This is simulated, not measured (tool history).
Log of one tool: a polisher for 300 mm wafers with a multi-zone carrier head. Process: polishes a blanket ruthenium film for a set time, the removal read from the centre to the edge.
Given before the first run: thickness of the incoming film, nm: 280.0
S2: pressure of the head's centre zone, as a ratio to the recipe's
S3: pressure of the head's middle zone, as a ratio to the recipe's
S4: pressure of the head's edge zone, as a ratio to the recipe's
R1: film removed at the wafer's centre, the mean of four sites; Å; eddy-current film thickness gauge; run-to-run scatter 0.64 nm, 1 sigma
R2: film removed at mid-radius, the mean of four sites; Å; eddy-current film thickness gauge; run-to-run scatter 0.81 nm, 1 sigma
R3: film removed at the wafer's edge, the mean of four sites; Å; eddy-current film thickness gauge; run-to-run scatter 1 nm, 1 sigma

run 1 day=0 | flow_of_slurry_(ml/min)=195 S2=1 S3=1 S4=1 polishing_time_(s)=65 | R1=977.91 R2=998.69 R3=1024.7
run 2 day=0.025 | flow_of_slurry_(ml/min)=225 S2=1 S3=1 S4=1 polishing_time_(s)=65 | R1=984.57 R2=1018.1 R3=1043.1
run 3 day=0.292 | flow_of_slurry_(ml/min)=265 S2=1 S3=1 S4=1 polishing_time_(s)=65 | R1=1030.1 R2=1033.1 R3=1060.3
run 4 day=0.638 | flow_of_slurry_(ml/min)=265 S2=1 S3=1.04 S4=1 polishing_time_(s)=65 | R1=1014.8 R2=1059 R3=1059.9
run 5 day=0.846 | flow_of_slurry_(ml/min)=255 S2=0.96 S3=1 S4=0.97 polishing_time_(s)=59 | R1=883.29 R2=927.27 R3=952.43
run 6 day=0.992 | flow_of_slurry_(ml/min)=285 S2=0.96 S3=1 S4=0.97 polishing_time_(s)=59 | R1=901.11 R2=942.68 R3=951.07
run 7 day=1.358 | flow_of_slurry_(ml/min)=280 S2=0.93 S3=0.97 S4=0.94 polishing_time_(s)=55 | R1=783.5 R2=845.64 R3=873.52
run 8 day=1.658 | flow_of_slurry_(ml/min)=275 S2=0.92 S3=0.95 S4=0.91 polishing_time_(s)=53 | R1=767.17 R2=791.75 R3=825.38

Predict the results of run 9:
run 9 day=1.867 | flow_of_slurry_(ml/min)=265 S2=0.89 S3=0.94 S4=0.88 polishing_time_(s)=52 | R1=? R2=? R3=?

Run 9 measured R1 713.32 Å, R2 795.67 Å, R3 784.44 Å.
